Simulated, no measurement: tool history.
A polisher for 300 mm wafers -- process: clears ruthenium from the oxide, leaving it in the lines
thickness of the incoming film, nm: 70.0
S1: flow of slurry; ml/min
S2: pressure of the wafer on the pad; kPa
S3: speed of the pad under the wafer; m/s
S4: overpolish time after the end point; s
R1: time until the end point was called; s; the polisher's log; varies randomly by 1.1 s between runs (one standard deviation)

run,hour,S1,S2,S3,S4,R1
1,0,310,10.3,1.16,11,69.205
2,1.4,310,10.3,0.98,11,82.714
3,9.5,310,8.3,0.98,11,102.1
4,18.3,380,8.3,0.98,11,101.18
5,27.2,380,9,0.98,11,94.907
6,33.7,380,11,0.98,11,77.394
7,41.5,380,11,0.98,11,76.266

Run 8 has not been measured yet. What should we expect?
8,49.5,380,10.3,0.98,11,?

R1: 80.744 s

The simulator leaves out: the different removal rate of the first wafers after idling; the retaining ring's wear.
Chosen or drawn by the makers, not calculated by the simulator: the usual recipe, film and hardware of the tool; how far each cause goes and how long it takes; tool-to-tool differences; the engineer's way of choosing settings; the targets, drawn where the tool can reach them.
